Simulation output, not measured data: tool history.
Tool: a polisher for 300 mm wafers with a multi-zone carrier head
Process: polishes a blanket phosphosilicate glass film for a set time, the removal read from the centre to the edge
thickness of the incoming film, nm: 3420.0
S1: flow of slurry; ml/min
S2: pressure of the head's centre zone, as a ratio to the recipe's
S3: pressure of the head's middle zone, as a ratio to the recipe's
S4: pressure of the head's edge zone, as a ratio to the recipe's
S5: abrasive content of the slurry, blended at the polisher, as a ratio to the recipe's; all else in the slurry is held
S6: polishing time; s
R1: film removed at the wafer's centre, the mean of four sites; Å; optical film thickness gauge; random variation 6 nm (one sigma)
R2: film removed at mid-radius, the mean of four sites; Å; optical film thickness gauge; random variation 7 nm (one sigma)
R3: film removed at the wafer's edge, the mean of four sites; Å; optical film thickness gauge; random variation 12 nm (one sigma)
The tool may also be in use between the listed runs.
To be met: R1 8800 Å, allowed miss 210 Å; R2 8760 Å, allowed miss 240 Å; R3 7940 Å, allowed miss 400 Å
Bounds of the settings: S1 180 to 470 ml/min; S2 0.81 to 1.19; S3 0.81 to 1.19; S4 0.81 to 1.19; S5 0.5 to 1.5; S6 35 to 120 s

{"run": 1, "hour": 0.0, "S1": 300, "S2": 1, "S3": 1, "S4": 1, "S5": 1, "S6": 77, "R1": 9621.2, "R2": 9670.5, "R3": 9962}
{"run": 2, "hour": 3.9, "S1": 300, "S2": 1.01, "S3": 1.01, "S4": 0.94, "S5": 0.9, "S6": 77, "R1": 9126.8, "R2": 9242.7, "R3": 9183.4}
{"run": 3, "hour": 7.5, "S1": 300, "S2": 1.01, "S3": 1.01, "S4": 0.94, "S5": 1.05, "S6": 77, "R1": 9946.5, "R2": 9979.9, "R3": 9628.1}
{"run": 4, "hour": 11.9, "S1": 300, "S2": 1.01, "S3": 1.01, "S4": 0.9, "S5": 1, "S6": 76, "R1": 9615.7, "R2": 9594.4, "R3": 9352.5}
{"run": 5, "hour": 17.6, "S1": 300, "S2": 1.03, "S3": 1.03, "S4": 0.87, "S5": 0.95, "S6": 75, "R1": 9364.3, "R2": 9134.1, "R3": 8611.2}
{"run": 6, "hour": 18.6, "S1": 290, "S2": 1.03, "S3": 1.04, "S4": 0.85, "S5": 0.95, "S6": 75, "R1": 9391.2, "R2": 9404.1, "R3": 8692.5}
{"hour": 21.5, "done": "edge zone pressure recalibrated"}
{"run": 7, "hour": 21.5, "S1": 300, "S2": 1.03, "S3": 1.05, "S4": 0.84, "S5": 0.9, "S6": 75, "R1": 9062.9, "R2": 9224.2, "R3": 8083.4}
{"run": 8, "hour": 25.7, "S1": 300, "S2": 1.03, "S3": 1.04, "S4": 0.84, "S5": 0.9, "S6": 75, "R1": 8949, "R2": 8921.4, "R3": 7963.1}

5 next moves are on the table. One of them brings every result within its allowed miss. Which?
{"run": "A", "hour": 29.9, "S1": 310, "S2": 1.02, "S3": 1.02, "S4": 0.82, "S5": 0.85, "S6": 76, "R1": "?", "R2": "?", "R3": "?"}
{"run": "B", "hour": 29.9, "S1": 315, "S2": 1.11, "S3": 1.09, "S4": 0.93, "S5": 0.65, "S6": 91, "R1": "?", "R2": "?", "R3": "?"}
{"run": "C", "hour": 29.9, "S1": 340, "S2": 1.03, "S3": 1.05, "S4": 0.82, "S5": 0.9, "S6": 75, "R1": "?", "R2": "?", "R3": "?"}
{"run": "D", "hour": 29.9, "S1": 235, "S2": 0.96, "S3": 1.01, "S4": 0.91, "S5": 0.95, "S6": 76, "R1": "?", "R2": "?", "R3": "?"}
{"run": "E", "hour": 29.9, "S1": 380, "S2": 1.09, "S3": 1.02, "S4": 0.87, "S5": 0.6, "S6": 95, "R1": "?", "R2": "?", "R3": "?"}

move=A R1=8758 R2=8858.8 R3=7980.7
move=B R1=9247.6 R2=8925 R3=8153.3
move=C R1=9159.9 R2=9321.7 R3=8236.7
move=D R1=8531 R2=9156.8 R3=8741.8
move=E R1=8942.7 R2=8440.3 R3=7765.1
A: meets every target
B: further off than the last run
C: further off than the last run
D: takes the result that was furthest off past its target
E: brings the result that was furthest off to its target, and leaves another outside
Answer: A

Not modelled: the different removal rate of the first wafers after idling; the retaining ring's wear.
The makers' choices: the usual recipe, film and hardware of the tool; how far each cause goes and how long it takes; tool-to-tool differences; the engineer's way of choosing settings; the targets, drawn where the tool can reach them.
